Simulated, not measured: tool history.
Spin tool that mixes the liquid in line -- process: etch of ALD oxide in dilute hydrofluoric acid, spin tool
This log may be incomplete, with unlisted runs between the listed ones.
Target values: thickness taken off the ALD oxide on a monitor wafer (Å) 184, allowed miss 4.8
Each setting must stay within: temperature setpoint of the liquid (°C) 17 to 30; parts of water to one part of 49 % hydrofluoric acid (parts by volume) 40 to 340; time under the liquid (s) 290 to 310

run  hour  temperature setpoint of the liquid (°C)  parts of water to one part of 49 % hydrofluoric acid (parts by volume)  time under the liquid (s)  thickness taken off the ALD oxide on a monitor wafer (Å)
  1     0                                       22                                                                     190                        290                                                    116.46
  2   4.6                                     23.5                                                                     190                        290                                                    122.84
  3   7.4                                     23.5                                                                     250                        290                                                     87.79
  4   9.6                                       24                                                                     240                        290                                                    93.917
  5  18.5                                       24                                                                     240                        290                                                    93.855
  6  21.4                                       24                                                                     240                        290                                                    94.223
  7  25.4                                     24.5                                                                     230                        290                                                    100.42
  8  28.2                                       25                                                                     220                        290                                                    108.77
  9  35.8                                       25                                                                     220                        290                                                    108.38
 10  44.1                                     25.5                                                                     210                        290                                                    117.07
 11  49.4                                     29.5                                                                     155                        290                                                     194.7

Exercise: of the 4 proposed moves below, exactly one satisfies all targets within the stated allowed misses. Which move is it?
  A  54.7                                     29.5                                                                     145                        290                                                         ?
  B  54.7                                     28.5                                                                     145                        310                                                         ?
  C  54.7                                       30                                                                     155                        310                                                         ?
  D  54.7                                       25                                                                     150                        310                                                         ?

move  thickness taken off the ALD oxide on a monitor wafer (Å)
   A                                                    210.47
   B                                                    216.93
   C                                                    211.52
   D                                                    182.95
A: further off than the last run
B: further off than the last run
C: further off than the last run
D: all results in spec
D is the move that brings every result within its allowed miss.
